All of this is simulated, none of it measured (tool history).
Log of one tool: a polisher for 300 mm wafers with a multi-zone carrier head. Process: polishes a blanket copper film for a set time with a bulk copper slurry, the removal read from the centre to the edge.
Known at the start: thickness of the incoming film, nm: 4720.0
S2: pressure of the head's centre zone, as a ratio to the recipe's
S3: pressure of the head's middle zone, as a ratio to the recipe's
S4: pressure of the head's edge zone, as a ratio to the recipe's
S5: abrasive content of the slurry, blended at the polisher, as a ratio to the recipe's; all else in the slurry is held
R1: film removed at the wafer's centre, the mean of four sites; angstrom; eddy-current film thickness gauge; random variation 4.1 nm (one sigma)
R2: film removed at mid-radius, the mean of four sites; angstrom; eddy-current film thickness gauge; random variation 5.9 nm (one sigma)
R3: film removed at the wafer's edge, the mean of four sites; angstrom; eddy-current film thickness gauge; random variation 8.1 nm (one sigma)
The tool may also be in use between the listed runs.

Run 1, day 0: flow of slurry (ml/min) 245, S2 1, S3 1, S4 1, S5 1, polishing time (s) 36. Result: R1 5084.1 angstrom, R2 5037.5 angstrom, R3 5188.3 angstrom.
Run 2, day 0.133: flow of slurry (ml/min) 245, S2 1.01, S3 0.98, S4 1.03, S5 1.1, polishing time (s) 37. Result: R1 5399.2 angstrom, R2 5072 angstrom, R3 5446.5 angstrom.
Run 3, day 0.158: flow of slurry (ml/min) 215, S2 1.01, S3 0.98, S4 1.03, S5 1.1, polishing time (s) 37. Result: R1 5334.5 angstrom, R2 5018.3 angstrom, R3 5338.2 angstrom.
Run 4, day 0.204: flow of slurry (ml/min) 190, S2 1.01, S3 0.98, S4 1.03, S5 1.1, polishing time (s) 37. Result: R1 5203.5 angstrom, R2 4936.7 angstrom, R3 5290.3 angstrom.
Run 5, day 0.371: flow of slurry (ml/min) 200, S2 1, S3 0.97, S4 1.06, S5 1.15, polishing time (s) 38. Result: R1 5296.2 angstrom, R2 5063.8 angstrom, R3 5670.9 angstrom.
Run 6, day 0.688: flow of slurry (ml/min) 215, S2 1.01, S3 0.97, S4 1.08, S5 1.2, polishing time (s) 38. Result: R1 5517.2 angstrom, R2 5240.6 angstrom, R3 5868.6 angstrom.
Run 7, day 0.846: flow of slurry (ml/min) 215, S2 1.01, S3 0.97, S4 1.08, S5 1.2, polishing time (s) 38. Result: R1 5536.2 angstrom, R2 5220.8 angstrom, R3 5799.5 angstrom.

Forecast run 8:
Run 8, day 1.108: flow of slurry (ml/min) 225, S2 1.01, S3 0.96, S4 1.1, S5 1.25, polishing time (s) 38. Result: R1 ?, R2 ?, R3 ?.

R1: 5564.3 angstrom
R2: 5203.4 angstrom
R3: 5883.5 angstrom

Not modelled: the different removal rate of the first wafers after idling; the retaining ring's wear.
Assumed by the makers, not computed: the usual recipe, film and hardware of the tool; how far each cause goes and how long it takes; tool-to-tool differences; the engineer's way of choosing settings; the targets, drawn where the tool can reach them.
